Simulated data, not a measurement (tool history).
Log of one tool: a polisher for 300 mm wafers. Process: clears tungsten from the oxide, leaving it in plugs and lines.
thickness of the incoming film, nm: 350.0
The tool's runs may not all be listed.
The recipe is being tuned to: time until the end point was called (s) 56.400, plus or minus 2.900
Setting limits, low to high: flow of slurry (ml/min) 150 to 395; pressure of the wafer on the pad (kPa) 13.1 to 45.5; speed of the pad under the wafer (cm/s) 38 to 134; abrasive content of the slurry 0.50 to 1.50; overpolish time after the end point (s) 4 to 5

run,day,flow of slurry (ml/min),pressure of the wafer on the pad (kPa),speed of the pad under the wafer (cm/s),abrasive content of the slurry,overpolish time after the end point (s),time until the end point was called (s)
1,0.000,250,29.0,86,1.00,5,78.457
2,0.292,250,30.3,86,1.00,5,76.419
3,0.567,250,30.3,86,0.85,5,82.046
4,0.612,250,32.4,86,0.85,5,74.798
5,0.788,250,33.8,86,0.85,5,73.133
6,1.067,250,33.8,76,0.85,5,81.979
7,1.188,250,42.1,80,0.85,5,62.052
8,1.371,250,42.7,80,0.85,5,61.680
9,1.717,250,43.4,80,0.85,5,60.333
10,1.900,250,44.1,80,0.85,5,60.818

Of the 5 settings listed for the next run, only one would bring every result within its allowed miss of target. Which one?
A,2.083,260,42.7,78,0.80,5,?
B,2.083,275,42.1,76,0.85,5,?
C,2.083,235,40.0,78,0.85,5,?
D,2.083,245,45.5,86,0.75,4,?
E,2.083,235,43.4,72,0.90,5,?

move,time until the end point was called (s)
A,67.122
B,67.985
C,70.522
D,59.295
E,68.882
A: further off than the last run
B: further off than the last run
C: further off than the last run
D: every result within its allowed miss
E: further off than the last run
Answer: D
